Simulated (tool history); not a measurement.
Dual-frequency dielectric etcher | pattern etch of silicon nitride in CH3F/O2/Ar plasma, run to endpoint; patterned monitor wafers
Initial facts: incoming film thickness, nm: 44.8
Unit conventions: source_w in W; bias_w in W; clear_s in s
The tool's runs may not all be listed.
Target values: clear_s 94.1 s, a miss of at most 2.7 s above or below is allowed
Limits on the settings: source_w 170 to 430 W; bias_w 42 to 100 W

run	day	source_w	bias_w	clear_s
1	0	300	71	67.116
2	0.2	300	66	69.04
3	0.438	300	60	71.463
4	0.679	280	57	75.571
5	1.046	260	55	78.165
6	1.112	240	55	81.902
7	1.396	230	54	85.644
8	1.517	220	54	87.453

Which of these 5 next moves meets every target?
A	1.638	200	50	?
B	1.638	240	46	?
C	1.638	190	64	?
D	1.638	210	56	?
E	1.638	190	49	?

move	clear_s
A	94.974
B	88.638
C	88.688
D	88.377
E	98.627
A: every result lands within tolerance
B: better than the last run, though not everything is in spec
C: better than the last run, though not everything is in spec
D: better than the last run, though not everything is in spec
E: pushes the last run's worst result past its target
So the answer is move A, the one that meets all the targets.

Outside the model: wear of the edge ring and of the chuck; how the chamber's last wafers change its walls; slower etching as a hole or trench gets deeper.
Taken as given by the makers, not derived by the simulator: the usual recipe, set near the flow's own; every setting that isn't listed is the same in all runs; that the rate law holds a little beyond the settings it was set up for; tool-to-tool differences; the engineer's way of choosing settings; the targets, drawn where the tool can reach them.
